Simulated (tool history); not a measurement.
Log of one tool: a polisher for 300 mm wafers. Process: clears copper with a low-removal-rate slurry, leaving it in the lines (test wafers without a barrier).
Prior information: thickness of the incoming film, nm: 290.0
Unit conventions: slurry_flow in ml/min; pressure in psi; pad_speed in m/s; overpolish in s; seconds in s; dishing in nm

run 1 hour=0 | slurry_flow=265 pressure=2.8 pad_speed=0.88 slurry_solids=1 overpolish=25 | seconds=135.59 dishing=43.229
run 2 hour=7.8 | slurry_flow=265 pressure=3.1 pad_speed=0.9 slurry_solids=1 overpolish=25 | seconds=117.66 dishing=49.207
run 3 hour=15.4 | slurry_flow=265 pressure=3.1 pad_speed=0.9 slurry_solids=1 overpolish=20 | seconds=118.74 dishing=41.433
run 4 hour=16.2 | slurry_flow=265 pressure=3.5 pad_speed=0.9 slurry_solids=1 overpolish=20 | seconds=105.31 dishing=45.183
run 5 hour=22.6 | slurry_flow=265 pressure=3.6 pad_speed=0.94 slurry_solids=1 overpolish=21 | seconds=94.701 dishing=51.352
run 6 hour=28.7 | slurry_flow=265 pressure=3.7 pad_speed=0.96 slurry_solids=1 overpolish=22 | seconds=93.149 dishing=54.47

Run 7 comes next. What will it give?
run 7 hour=34.8 | slurry_flow=265 pressure=3.8 pad_speed=0.98 slurry_solids=1 overpolish=23 | seconds=? dishing=?

{"run 7": {"seconds": 86.795, "dishing": 56.569}}

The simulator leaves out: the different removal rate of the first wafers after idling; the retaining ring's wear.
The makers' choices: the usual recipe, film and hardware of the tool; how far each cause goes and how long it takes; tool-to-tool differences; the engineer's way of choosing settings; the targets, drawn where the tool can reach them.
